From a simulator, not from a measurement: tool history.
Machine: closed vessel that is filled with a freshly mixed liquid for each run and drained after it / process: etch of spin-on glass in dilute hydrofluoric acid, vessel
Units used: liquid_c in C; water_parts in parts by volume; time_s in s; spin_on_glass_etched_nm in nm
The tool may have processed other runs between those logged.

| run | hour | liquid_c | water_parts | time_s | spin_on_glass_etched_nm |
|---|---|---|---|---|---|
| 1 | 0.0 | 25.0 | 120 | 30 | 13.1650 |
| 2 | 7.3 | 25.0 | 120 | 30 | 13.1780 |
| 3 | 9.0 | 25.0 | 160 | 30 | 9.4400 |
| 4 | 10.1 | 25.0 | 160 | 30 | 9.4301 |
| 5 | 17.3 | 27.5 | 145 | 30 | 11.5590 |
| 6 | 18.8 | 29.0 | 130 | 30 | 13.6510 |
| 7 | 27.1 | 30.0 | 120 | 30 | 15.8970 |
| 8 | 29.8 | 31.0 | 115 | 30 | 17.4330 |
| 9 | 32.2 | 31.5 | 115 | 30 | 17.3950 |

What does the tool deliver on the next run?
| 10 | 34.4 | 32.0 | 115 | 30 | ? |

For run 10 the tool returned spin_on_glass_etched_nm 17.9590 nm.
